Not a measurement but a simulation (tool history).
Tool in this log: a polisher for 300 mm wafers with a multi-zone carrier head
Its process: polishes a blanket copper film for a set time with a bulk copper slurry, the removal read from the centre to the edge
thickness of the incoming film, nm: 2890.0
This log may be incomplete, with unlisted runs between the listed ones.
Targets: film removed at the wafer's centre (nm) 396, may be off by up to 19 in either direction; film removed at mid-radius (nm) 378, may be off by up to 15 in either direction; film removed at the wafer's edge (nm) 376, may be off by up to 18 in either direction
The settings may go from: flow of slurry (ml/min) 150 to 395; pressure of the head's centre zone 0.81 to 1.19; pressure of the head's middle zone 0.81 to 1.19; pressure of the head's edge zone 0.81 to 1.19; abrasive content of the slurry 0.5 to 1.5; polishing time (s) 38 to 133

| run | day | flow of slurry (ml/min) | pressure of the head's centre zone | pressure of the head's middle zone | pressure of the head's edge zone | abrasive content of the slurry | polishing time (s) | film removed at the wafer's centre (nm) | film removed at mid-radius (nm) | film removed at the wafer's edge (nm) |
|---|---|---|---|---|---|---|---|---|---|---|
| 1 | 0 | 250 | 1 | 1 | 1 | 1 | 85 | 755.63 | 736.46 | 735.15 |
| 2 | 0.092 | 250 | 1 | 0.99 | 0.98 | 0.9 | 77 | 658.55 | 635.8 | 642.62 |
| 3 | 0.196 | 250 | 1 | 1.05 | 0.98 | 0.9 | 77 | 634.21 | 671.65 | 635.04 |
| 4 | 0.271 | 250 | 1.01 | 1.04 | 0.96 | 0.85 | 71 | 602.99 | 590.52 | 565.81 |
| 5 | 0.317 | 190 | 1.01 | 1.04 | 0.96 | 0.85 | 71 | 580.81 | 579.47 | 534.88 |
| 6 | 0.442 | 190 | 1.01 | 1.04 | 0.96 | 1.05 | 71 | 623.09 | 624.37 | 577.58 |
| 7 | 0.558 | 185 | 1 | 1.02 | 0.95 | 0.95 | 68 | 560.83 | 575.77 | 532.8 |
| 8 | 0.821 | 185 | 1 | 1 | 0.94 | 0.85 | 65 | 527.57 | 515.54 | 513.13 |
| 9 | 0.875 | 180 | 1 | 1 | 0.93 | 0.8 | 62 | 468.02 | 481.05 | 450.65 |
| 10 | 1.242 | 180 | 1 | 0.98 | 0.91 | 0.75 | 62 | 473.09 | 466.21 | 434.44 |
| 11 | 1.296 | 180 | 0.99 | 0.96 | 0.9 | 0.7 | 62 | 456.42 | 446.65 | 427.3 |
| 12 | 1.667 | 180 | 0.98 | 0.94 | 0.89 | 0.65 | 62 | 441.86 | 420.29 | 414.93 |
| 13 | 1.975 | 175 | 0.97 | 0.93 | 0.88 | 0.65 | 62 | 444.04 | 420.57 | 410.73 |
| 14 | 2.338 | 175 | 0.96 | 0.92 | 0.87 | 0.65 | 62 | 415.31 | 403.99 | 407.98 |
| 15 | 2.5 | 180 | 0.98 | 0.92 | 0.83 | 0.5 | 58 | 368.99 | 348.83 | 340.62 |

Which of these 4 next moves meets every target?
| A | 2.662 | 215 | 0.94 | 0.99 | 0.82 | 0.85 | 51 | ? | ? | ? |
| B | 2.662 | 255 | 1.03 | 0.99 | 1.02 | 0.55 | 54 | ? | ? | ? |
| C | 2.662 | 165 | 0.99 | 0.89 | 0.84 | 0.55 | 68 | ? | ? | ? |
| D | 2.662 | 180 | 0.86 | 0.84 | 0.86 | 0.5 | 64 | ? | ? | ? |

| move | film removed at the wafer's centre (nm) | film removed at mid-radius (nm) | film removed at the wafer's edge (nm) |
|---|---|---|---|
| A | 387.81 | 410.11 | 365.13 |
| B | 387.84 | 372.97 | 365.85 |
| C | 441.45 | 407.19 | 404.88 |
| D | 348.46 | 353.04 | 370.83 |
A: the furthest-off result lands on target, but another misses its tolerance
B: all results in spec
C: carries the result that was furthest off beyond its target, to the other side
D: the furthest-off result lands on target, but another misses its tolerance
The right move is B.
